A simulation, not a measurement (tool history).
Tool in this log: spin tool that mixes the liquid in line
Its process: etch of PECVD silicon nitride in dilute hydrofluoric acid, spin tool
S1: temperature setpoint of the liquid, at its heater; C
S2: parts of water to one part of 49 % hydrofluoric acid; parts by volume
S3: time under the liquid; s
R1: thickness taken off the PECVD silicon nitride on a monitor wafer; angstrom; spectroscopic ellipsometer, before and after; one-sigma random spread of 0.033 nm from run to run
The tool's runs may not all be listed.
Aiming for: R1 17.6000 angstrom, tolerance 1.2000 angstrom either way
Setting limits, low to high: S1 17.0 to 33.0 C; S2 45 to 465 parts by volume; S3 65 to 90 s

run 1 day=0.000 | S1=25.0 S2=255 S3=90 | R1=8.6519
run 2 day=0.304 | S1=22.5 S2=255 S3=90 | R1=7.6678
run 3 day=0.546 | S1=22.5 S2=315 S3=90 | R1=6.2289
run 4 day=0.575 | S1=21.5 S2=315 S3=90 | R1=5.7652
run 5 day=0.875 | S1=21.5 S2=315 S3=65 | R1=4.2037
run 6 day=1.150 | S1=21.5 S2=315 S3=90 | R1=5.8582
run 7 day=1.238 | S1=23.0 S2=290 S3=90 | R1=6.7424
run 8 day=1.517 | S1=27.0 S2=185 S3=90 | R1=13.7160

5 candidate next runs follow, results not yet known. Just one meets every target within its allowed miss. Identify it.
run A day=1.796 | S1=27.5 S2=135 S3=90 | R1=?
run B day=1.796 | S1=31.5 S2=170 S3=90 | R1=?
run C day=1.796 | S1=29.0 S2=200 S3=90 | R1=?
run D day=1.796 | S1=27.0 S2=145 S3=90 | R1=?
run E day=1.796 | S1=28.5 S2=135 S3=90 | R1=?

move=A R1=19.6030
move=B R1=19.8440
move=C R1=14.4670
move=D R1=17.6830
move=E R1=20.8720
A: moves the result that the last run missed by most past its target, out the other side
B: moves the result that the last run missed by most past its target, out the other side
C: moves toward the targets from the last run without getting all of them in spec
D: every result within its allowed miss
E: moves the result that the last run missed by most past its target, out the other side
Go with D: it meets all targets.
